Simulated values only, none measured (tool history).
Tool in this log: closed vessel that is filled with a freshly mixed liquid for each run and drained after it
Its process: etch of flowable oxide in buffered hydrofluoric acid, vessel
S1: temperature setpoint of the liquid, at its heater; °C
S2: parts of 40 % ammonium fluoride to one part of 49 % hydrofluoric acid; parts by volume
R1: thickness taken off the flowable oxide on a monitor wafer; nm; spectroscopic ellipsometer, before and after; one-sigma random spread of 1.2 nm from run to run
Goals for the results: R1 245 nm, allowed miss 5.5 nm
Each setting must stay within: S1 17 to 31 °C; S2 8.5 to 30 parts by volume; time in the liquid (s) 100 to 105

{"run": 1, "hour": 0.0, "S1": 23, "S2": 23, "time in the liquid (s)": 100, "R1": 118.17}
{"run": 2, "hour": 1.6, "S1": 23, "S2": 26, "time in the liquid (s)": 100, "R1": 108.72}
{"run": 3, "hour": 9.6, "S1": 23, "S2": 26, "time in the liquid (s)": 105, "R1": 113.8}
{"run": 4, "hour": 13.2, "S1": 23, "S2": 26, "time in the liquid (s)": 105, "R1": 113.47}
{"run": 5, "hour": 14.0, "S1": 24.5, "S2": 24, "time in the liquid (s)": 105, "R1": 131.45}
{"run": 6, "hour": 22.5, "S1": 24.5, "S2": 27.5, "time in the liquid (s)": 105, "R1": 119}
{"run": 7, "hour": 29.6, "S1": 25.5, "S2": 25, "time in the liquid (s)": 105, "R1": 135.21}
{"run": 8, "hour": 31.8, "S1": 26.5, "S2": 23, "time in the liquid (s)": 105, "R1": 150.37}
{"run": 9, "hour": 40.5, "S1": 27.5, "S2": 21.5, "time in the liquid (s)": 105, "R1": 166.29}
{"run": 10, "hour": 43.1, "S1": 28, "S2": 20, "time in the liquid (s)": 105, "R1": 180.82}
{"run": 11, "hour": 50.0, "S1": 28.5, "S2": 19, "time in the liquid (s)": 105, "R1": 191.25}
{"run": 12, "hour": 56.5, "S1": 28.5, "S2": 19, "time in the liquid (s)": 105, "R1": 192.32}
{"run": 13, "hour": 62.5, "S1": 31, "S2": 15, "time in the liquid (s)": 105, "R1": 274.72}
{"run": 14, "hour": 68.1, "S1": 30.5, "S2": 15, "time in the liquid (s)": 105, "R1": 267.59}
{"run": 15, "hour": 72.2, "S1": 30, "S2": 15, "time in the liquid (s)": 105, "R1": 261.26}
{"run": 16, "hour": 74.5, "S1": 29.5, "S2": 15, "time in the liquid (s)": 105, "R1": 252.2}

Next run, 5 choices. One meets every target within its allowed miss, the rest don't. Which?
{"run": "A", "hour": 76.8, "S1": 29, "S2": 15, "time in the liquid (s)": 100, "R1": "?"}
{"run": "B", "hour": 76.8, "S1": 29.5, "S2": 14.5, "time in the liquid (s)": 105, "R1": "?"}
{"run": "C", "hour": 76.8, "S1": 30.5, "S2": 15.5, "time in the liquid (s)": 100, "R1": "?"}
{"run": "D", "hour": 76.8, "S1": 24, "S2": 11.5, "time in the liquid (s)": 100, "R1": "?"}
{"run": "E", "hour": 76.8, "S1": 25.5, "S2": 12.5, "time in the liquid (s)": 100, "R1": "?"}

move=A R1=237.68
move=B R1=264.91
move=C R1=249.09
move=D R1=235.72
move=E R1=235.69
A: the result that was furthest off in the last run now lies on the other side of its target
B: its largest miss is bigger than the last run's
C: all results in spec
D: the result that was furthest off in the last run now lies on the other side of its target
E: the result that was furthest off in the last run now lies on the other side of its target
Go with C: it meets all targets.

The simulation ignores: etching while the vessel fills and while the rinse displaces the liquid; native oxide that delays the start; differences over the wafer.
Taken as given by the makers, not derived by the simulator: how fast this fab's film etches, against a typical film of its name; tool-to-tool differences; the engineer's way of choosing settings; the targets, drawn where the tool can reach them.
